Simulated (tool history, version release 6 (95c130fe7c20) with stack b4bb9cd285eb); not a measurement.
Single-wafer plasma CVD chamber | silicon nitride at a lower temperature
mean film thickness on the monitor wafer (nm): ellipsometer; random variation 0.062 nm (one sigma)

run	hour	heater temperature setpoint (K)	chamber pressure (Pa)	RF power (W)	deposition time (s)	mean film thickness on the monitor wafer (nm)
1	0	633.15	176	350	18.7	23.102
2	0.6	633.15	163	335	18.7	22.221
3	5.1	633.15	136	335	18.7	21.003
4	7.8	633.15	136	335	18.7	21.165
5	13.5	633.15	136	335	18.7	21.166
# hour 21.3: thermocouple changed; heater temperature recalibrated
6	21.3	633.15	129	325	18.7	20.6

Forecast run 7:
7	29.6	633.15	124	315	18.7	?

Run 7 gave mean film thickness on the monitor wafer (nm) 19.983.

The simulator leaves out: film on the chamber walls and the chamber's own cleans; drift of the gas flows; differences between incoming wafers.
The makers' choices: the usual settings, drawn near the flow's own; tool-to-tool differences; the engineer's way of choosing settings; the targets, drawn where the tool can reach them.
